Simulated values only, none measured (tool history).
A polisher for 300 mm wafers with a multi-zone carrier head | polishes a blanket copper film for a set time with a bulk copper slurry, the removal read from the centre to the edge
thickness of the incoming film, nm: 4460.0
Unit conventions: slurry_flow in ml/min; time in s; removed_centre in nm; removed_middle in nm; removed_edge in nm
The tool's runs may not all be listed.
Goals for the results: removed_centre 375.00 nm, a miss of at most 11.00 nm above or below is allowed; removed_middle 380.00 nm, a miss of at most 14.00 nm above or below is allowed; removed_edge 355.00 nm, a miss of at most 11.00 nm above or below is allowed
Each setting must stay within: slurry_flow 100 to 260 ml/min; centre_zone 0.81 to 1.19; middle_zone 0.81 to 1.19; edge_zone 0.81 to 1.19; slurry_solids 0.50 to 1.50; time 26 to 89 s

run 1 hour=0.0 | slurry_flow=165 centre_zone=1.00 middle_zone=1.00 edge_zone=1.00 slurry_solids=1.00 time=57 | removed_centre=456.08 removed_middle=460.24 removed_edge=458.18
run 2 hour=5.5 | slurry_flow=160 centre_zone=1.00 middle_zone=1.00 edge_zone=0.98 slurry_solids=0.95 time=57 | removed_centre=448.40 removed_middle=454.87 removed_edge=446.02
run 3 hour=7.1 | slurry_flow=195 centre_zone=1.00 middle_zone=1.00 edge_zone=0.98 slurry_solids=0.95 time=57 | removed_centre=457.12 removed_middle=463.06 removed_edge=450.51
run 4 hour=9.8 | slurry_flow=195 centre_zone=1.00 middle_zone=1.00 edge_zone=0.98 slurry_solids=0.95 time=69 | removed_centre=550.73 removed_middle=565.20 removed_edge=536.22
run 5 hour=17.9 | slurry_flow=195 centre_zone=1.00 middle_zone=1.00 edge_zone=0.98 slurry_solids=1.05 time=69 | removed_centre=570.95 removed_middle=576.54 removed_edge=557.27
run 6 hour=21.6 | slurry_flow=195 centre_zone=1.00 middle_zone=0.97 edge_zone=0.98 slurry_solids=1.05 time=69 | removed_centre=560.21 removed_middle=569.69 removed_edge=546.01
run 7 hour=28.8 | slurry_flow=195 centre_zone=1.00 middle_zone=0.97 edge_zone=0.98 slurry_solids=1.05 time=69 | removed_centre=572.24 removed_middle=561.36 removed_edge=561.45
run 8 hour=31.4 | slurry_flow=195 centre_zone=1.00 middle_zone=0.97 edge_zone=0.97 slurry_solids=1.00 time=67 | removed_centre=547.76 removed_middle=553.87 removed_edge=528.04
run 9 hour=32.1 | slurry_flow=190 centre_zone=1.00 middle_zone=0.96 edge_zone=0.97 slurry_solids=0.95 time=65 | removed_centre=515.64 removed_middle=508.67 removed_edge=506.98

Which single option among these 5 for the next run brings every result within its allowed miss of target? Just one does.
run A hour=32.8 | slurry_flow=155 centre_zone=1.03 middle_zone=1.10 edge_zone=0.96 slurry_solids=1.05 time=89 | removed_centre=? removed_middle=? removed_edge=?
run B hour=32.8 | slurry_flow=225 centre_zone=1.14 middle_zone=0.99 edge_zone=0.82 slurry_solids=0.90 time=41 | removed_centre=? removed_middle=? removed_edge=?
run C hour=32.8 | slurry_flow=140 centre_zone=0.98 middle_zone=0.97 edge_zone=0.85 slurry_solids=0.85 time=51 | removed_centre=? removed_middle=? removed_edge=?
run D hour=32.8 | slurry_flow=195 centre_zone=1.02 middle_zone=0.94 edge_zone=0.96 slurry_solids=0.90 time=46 | removed_centre=? removed_middle=? removed_edge=?
run E hour=32.8 | slurry_flow=210 centre_zone=1.03 middle_zone=1.17 edge_zone=0.87 slurry_solids=0.95 time=45 | removed_centre=? removed_middle=? removed_edge=?

move=A removed_centre=738.92 removed_middle=782.38 removed_edge=704.93
move=B removed_centre=378.56 removed_middle=329.49 removed_edge=299.60
move=C removed_centre=376.94 removed_middle=378.19 removed_edge=360.09
move=D removed_centre=373.54 removed_middle=349.05 removed_edge=357.61
move=E removed_centre=377.81 removed_middle=420.07 removed_edge=339.65
A: lands further from the targets than the last run did
B: carries the result that was furthest off beyond its target, to the other side
C: all results in spec
D: meets the target for the result that was furthest off, but another lies outside its allowed miss
E: carries the result that was furthest off beyond its target, to the other side
So the answer is move C, the one that meets all the targets.
